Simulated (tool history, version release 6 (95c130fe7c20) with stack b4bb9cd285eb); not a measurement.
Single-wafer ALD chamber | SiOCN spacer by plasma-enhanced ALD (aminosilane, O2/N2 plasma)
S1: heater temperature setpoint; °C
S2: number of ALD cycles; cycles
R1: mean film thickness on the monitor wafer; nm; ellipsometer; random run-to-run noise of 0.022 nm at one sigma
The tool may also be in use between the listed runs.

run,hour,S1,S2,R1
1,0.0,420,115,7.1559
2,9.0,417,118,7.3977
3,15.8,415,120,7.5520
4,19.3,413,122,7.7470
5,22.4,419,122,7.6029
6,23.9,417,124,7.7836
7,31.9,415,125,7.9109
8,38.7,413,126,8.0054

Run 9, settings as shown, results not yet in. Your forecast:
# hour 43.4: thermocouple changed; heater temperature recalibrated
9,43.4,412,127,?

{"run 9": {"R1": 7.9702}}
